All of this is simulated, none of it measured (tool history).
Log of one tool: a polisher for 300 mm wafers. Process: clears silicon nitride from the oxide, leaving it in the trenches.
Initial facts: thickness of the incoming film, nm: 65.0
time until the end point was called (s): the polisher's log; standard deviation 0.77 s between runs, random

run    day  flow of slurry (ml/min)  pressure of the wafer on the pad (psi)  speed of the pad under the wafer (m/s)  overpolish time after the end point (s)  time until the end point was called (s)
  1      0                      180                                       2                                    0.76                                       37                                   115.82
  2  0.096                      180                                       2                                    0.94                                       37                                   93.291
  3  0.258                      220                                       2                                    0.94                                       37                                    89.45
  4  0.354                      220                                     2.1                                    0.94                                       37                                   87.348
  5  0.588                      255                                     2.1                                    0.94                                       37                                   82.071
  6  0.938                      255                                     2.2                                    0.94                                       37                                   79.592
  7  1.283                      255                                     2.3                                    0.94                                       37                                   76.506
  8  1.333                      255                                     2.4                                    0.94                                       37                                   73.763

Run 9, settings as shown, results not yet in. Your forecast:
  9  1.683                      255                                     2.5                                    0.94                                       37                                        ?

Run 9 yielded time until the end point was called (s) 71.819.

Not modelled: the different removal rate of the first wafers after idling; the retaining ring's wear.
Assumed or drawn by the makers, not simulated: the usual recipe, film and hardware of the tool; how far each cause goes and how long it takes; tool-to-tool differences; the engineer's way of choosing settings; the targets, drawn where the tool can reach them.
